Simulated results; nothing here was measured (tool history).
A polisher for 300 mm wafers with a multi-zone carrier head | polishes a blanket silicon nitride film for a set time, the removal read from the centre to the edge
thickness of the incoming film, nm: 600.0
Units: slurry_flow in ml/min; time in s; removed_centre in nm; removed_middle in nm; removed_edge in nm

run	hour	slurry_flow	centre_zone	middle_zone	edge_zone	time	removed_centre	removed_middle	removed_edge
1	0	280	1	1	1	73	87.696	86.13	87.997
2	1.3	280	1	1.05	1	73	87.463	90.942	87.593
3	2.7	285	0.99	1.07	1.03	75	89.495	94.599	91.166
4	5.7	290	0.98	1.09	1.06	77	91.775	99.297	96.353
5	10.7	300	0.97	1.11	1.08	78	91.522	102.46	96.721
6	16.2	300	0.97	1.05	1.08	78	91.762	98.87	97.339
7	19.5	300	0.96	1.07	1.1	80	92.892	101.07	97.053

The next listed run, before its measurement:
8	22.8	300	0.95	1.08	1.12	82	?	?	?

removed_centre: 95.15 nm
removed_middle: 102.16 nm
removed_edge: 102.77 nm
